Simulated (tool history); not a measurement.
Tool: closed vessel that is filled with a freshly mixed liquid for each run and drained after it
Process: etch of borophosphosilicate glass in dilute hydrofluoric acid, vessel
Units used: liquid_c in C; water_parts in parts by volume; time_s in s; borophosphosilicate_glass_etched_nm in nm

run    day  liquid_c  water_parts  time_s  borophosphosilicate_glass_etched_nm
  1  0.000      22.0          210      30                               5.8339
  2  0.362      20.5          210      30                               5.5601
  3  0.558      21.5          200      30                               6.0992
  4  0.662      21.5          240      30                               4.9481
  5  1.021      21.5          240      30                               4.9103
  6  1.171      21.5          240      30                               4.8633
  7  1.250      22.5          225      30                               5.5214
  8  1.308      23.5          215      30                               6.0533
  9  1.433      23.5          215      30                               6.0152
 10  1.746      24.0          205      30                               6.4291

Run 11 comes next. What will it give?
 11  1.942      24.5          195      30                                    ?

{"run 11": {"borophosphosilicate_glass_etched_nm": 7.0808}}
